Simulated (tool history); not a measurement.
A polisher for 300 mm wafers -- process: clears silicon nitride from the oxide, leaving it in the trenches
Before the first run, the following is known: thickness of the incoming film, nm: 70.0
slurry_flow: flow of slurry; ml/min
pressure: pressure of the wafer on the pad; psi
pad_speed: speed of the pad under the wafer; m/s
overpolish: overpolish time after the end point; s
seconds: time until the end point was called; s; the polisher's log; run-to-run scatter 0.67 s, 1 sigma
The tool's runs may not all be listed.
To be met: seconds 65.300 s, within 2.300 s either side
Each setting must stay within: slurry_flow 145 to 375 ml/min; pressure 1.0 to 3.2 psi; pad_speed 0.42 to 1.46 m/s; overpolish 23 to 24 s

Run 1, hour 0.0: slurry_flow 240 ml/min, pressure 2.1 psi, pad_speed 0.94 m/s, overpolish 23 s. Result: seconds 96.413 s.
Run 2, hour 2.0: slurry_flow 240 ml/min, pressure 2.1 psi, pad_speed 1.12 m/s, overpolish 23 s. Result: seconds 88.905 s.
Run 3, hour 6.6: slurry_flow 240 ml/min, pressure 1.7 psi, pad_speed 1.12 m/s, overpolish 23 s. Result: seconds 103.470 s.
Run 4, hour 11.3: slurry_flow 240 ml/min, pressure 1.7 psi, pad_speed 1.22 m/s, overpolish 23 s. Result: seconds 97.766 s.
Run 5, hour 16.8: slurry_flow 205 ml/min, pressure 1.7 psi, pad_speed 1.22 m/s, overpolish 23 s. Result: seconds 100.920 s.
Run 6, hour 19.6: slurry_flow 205 ml/min, pressure 1.7 psi, pad_speed 1.42 m/s, overpolish 23 s. Result: seconds 90.521 s.
Run 7, hour 23.9: slurry_flow 225 ml/min, pressure 1.8 psi, pad_speed 1.42 m/s, overpolish 23 s. Result: seconds 83.780 s.
Run 8, hour 30.4: slurry_flow 245 ml/min, pressure 1.9 psi, pad_speed 1.42 m/s, overpolish 23 s. Result: seconds 78.954 s.
Run 9, hour 37.1: slurry_flow 260 ml/min, pressure 2.0 psi, pad_speed 1.42 m/s, overpolish 23 s. Result: seconds 74.810 s.
Run 10, hour 45.7: slurry_flow 270 ml/min, pressure 2.1 psi, pad_speed 1.42 m/s, overpolish 23 s. Result: seconds 72.411 s.
Run 11, hour 52.1: slurry_flow 275 ml/min, pressure 2.2 psi, pad_speed 1.42 m/s, overpolish 23 s. Result: seconds 68.704 s.
Run 12, hour 53.9: slurry_flow 280 ml/min, pressure 2.2 psi, pad_speed 1.42 m/s, overpolish 23 s. Result: seconds 69.054 s.

Pick the move, out of 5, that brings all results within their allowed miss; only one does.
Run A, hour 55.7: slurry_flow 215 ml/min, pressure 2.5 psi, pad_speed 1.18 m/s, overpolish 23 s. Result: seconds ?.
Run B, hour 55.7: slurry_flow 290 ml/min, pressure 2.1 psi, pad_speed 1.38 m/s, overpolish 24 s. Result: seconds ?.
Run C, hour 55.7: slurry_flow 255 ml/min, pressure 2.1 psi, pad_speed 1.46 m/s, overpolish 23 s. Result: seconds ?.
Run D, hour 55.7: slurry_flow 245 ml/min, pressure 2.6 psi, pad_speed 1.10 m/s, overpolish 23 s. Result: seconds ?.
Run E, hour 55.7: slurry_flow 250 ml/min, pressure 2.4 psi, pad_speed 1.40 m/s, overpolish 23 s. Result: seconds ?.

move  seconds
   A   70.837
   B   71.901
   C   69.493
   D   71.206
   E   63.729
A: misses by more than the last run did
B: misses by more than the last run did
C: misses by more than the last run did
D: misses by more than the last run did
E: hits every target within its allowed miss
Move E is the one to make.
